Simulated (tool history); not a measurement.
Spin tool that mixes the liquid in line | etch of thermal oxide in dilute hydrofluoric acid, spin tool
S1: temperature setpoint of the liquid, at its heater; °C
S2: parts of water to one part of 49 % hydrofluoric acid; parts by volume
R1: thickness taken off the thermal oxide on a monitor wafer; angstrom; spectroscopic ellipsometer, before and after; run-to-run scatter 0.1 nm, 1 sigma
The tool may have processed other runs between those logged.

Run 1, hour 0: S1 22 °C, S2 45 parts by volume, time under the liquid (s) 70. Result: R1 76.847 angstrom.
Run 2, hour 3.2: S1 19.5 °C, S2 45 parts by volume, time under the liquid (s) 70. Result: R1 68.4 angstrom.
Run 3, hour 9: S1 22 °C, S2 45 parts by volume, time under the liquid (s) 70. Result: R1 76.201 angstrom.
Run 4, hour 16.7: S1 22 °C, S2 45 parts by volume, time under the liquid (s) 75. Result: R1 82.339 angstrom.
Run 5, hour 19.5: S1 23.5 °C, S2 45 parts by volume, time under the liquid (s) 75. Result: R1 86.384 angstrom.
Run 6, hour 25.9: S1 25 °C, S2 45 parts by volume, time under the liquid (s) 75. Result: R1 92.948 angstrom.

Estimate the outcome of run 7 from the log above:
Run 7, hour 33.8: S1 26 °C, S2 45 parts by volume, time under the liquid (s) 75. Result: R1 ?.

Run 7 yielded R1 96.39 angstrom.
